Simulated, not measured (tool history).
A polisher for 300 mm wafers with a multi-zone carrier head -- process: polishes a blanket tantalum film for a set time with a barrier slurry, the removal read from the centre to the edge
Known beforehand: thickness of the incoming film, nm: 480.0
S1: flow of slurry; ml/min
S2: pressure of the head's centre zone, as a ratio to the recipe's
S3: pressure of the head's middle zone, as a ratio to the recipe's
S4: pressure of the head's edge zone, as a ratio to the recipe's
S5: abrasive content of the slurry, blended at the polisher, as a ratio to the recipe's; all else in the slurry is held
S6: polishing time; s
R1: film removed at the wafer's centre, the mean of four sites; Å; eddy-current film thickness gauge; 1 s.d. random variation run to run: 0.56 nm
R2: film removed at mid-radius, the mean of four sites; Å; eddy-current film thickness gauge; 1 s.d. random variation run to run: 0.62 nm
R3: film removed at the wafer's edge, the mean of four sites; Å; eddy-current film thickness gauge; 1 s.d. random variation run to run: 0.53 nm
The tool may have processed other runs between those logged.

run	hour	S1	S2	S3	S4	S5	S6	R1	R2	R3
1	0	145	1	1	1	1	33	574.29	572.93	576.75
2	7.9	145	1	1	1	1	40	678.11	706.82	699.94
3	14.7	140	0.98	1	0.97	0.85	36	598.36	598.68	601.8
4	22.7	135	0.95	1.02	0.95	0.75	33	512.92	558.53	527.64
5	25.1	135	0.95	1.02	0.87	0.75	33	503.58	546.12	507.33
6	28.9	100	0.95	1.02	0.87	0.75	33	459.92	502.49	471.35

Predict the results of run 7:
7	32.4	95	0.95	1.01	0.86	0.7	32	?	?	?

Run 7 came out at R1 442.67 Å, R2 459.98 Å, R3 456.18 Å.
